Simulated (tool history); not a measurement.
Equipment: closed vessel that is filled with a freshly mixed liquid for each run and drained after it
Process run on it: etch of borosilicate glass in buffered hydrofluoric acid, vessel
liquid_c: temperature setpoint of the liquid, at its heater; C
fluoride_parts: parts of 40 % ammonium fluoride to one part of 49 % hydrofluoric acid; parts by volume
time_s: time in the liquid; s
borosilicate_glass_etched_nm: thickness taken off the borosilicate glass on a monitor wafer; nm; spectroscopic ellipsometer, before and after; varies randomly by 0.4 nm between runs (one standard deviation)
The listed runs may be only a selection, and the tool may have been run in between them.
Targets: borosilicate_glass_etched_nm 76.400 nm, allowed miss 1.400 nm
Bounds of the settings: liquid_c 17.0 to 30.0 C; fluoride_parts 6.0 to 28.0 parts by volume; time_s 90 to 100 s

run	day	liquid_c	fluoride_parts	time_s	borosilicate_glass_etched_nm
1	0.000	22.0	17.0	90	68.899
2	0.100	22.5	17.0	90	70.469
3	0.425	23.0	17.0	90	72.820
4	0.742	23.5	17.0	90	74.887
5	1.054	26.5	17.0	90	87.369
6	1.438	26.0	17.0	90	85.284
7	1.550	25.5	17.0	90	83.829
8	1.638	25.0	17.0	90	80.477
9	1.800	24.5	17.0	90	78.861

Next run, 4 choices. One meets every target within its allowed miss, the rest don't. Which?
A	1.962	22.5	17.5	100	?
B	1.962	22.0	18.0	100	?
C	1.962	23.5	17.5	100	?
D	1.962	25.0	19.0	100	?

move	borosilicate_glass_etched_nm
A	76.197
B	72.114
C	80.426
D	80.347
A: all results land within tolerance of their targets
B: moves the result that the last run missed by most past its target, out the other side
C: misses by more than the last run did
D: misses by more than the last run did
The right move is A.
